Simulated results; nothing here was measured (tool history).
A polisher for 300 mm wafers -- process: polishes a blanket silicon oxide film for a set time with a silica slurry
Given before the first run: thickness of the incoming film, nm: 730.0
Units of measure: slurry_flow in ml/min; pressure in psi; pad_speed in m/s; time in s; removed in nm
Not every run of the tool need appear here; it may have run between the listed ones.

run,hour,slurry_flow,pressure,pad_speed,slurry_solids,time,removed
1,0.0,280,4.5,1.08,1.00,26,100.310
2,5.1,280,4.5,1.08,1.15,26,105.050
3,13.8,225,4.5,1.08,1.15,26,102.840
4,16.1,225,4.0,1.08,1.15,26,90.346
5,18.5,225,4.0,1.08,1.15,26,92.524
6,19.8,295,4.0,1.08,1.15,26,95.797
7,22.7,290,3.6,1.08,1.15,26,85.952

Run 8, settings as shown, results not yet in. Your forecast:
8,25.1,290,3.3,1.08,1.15,26,?

removed: 79.503 nm
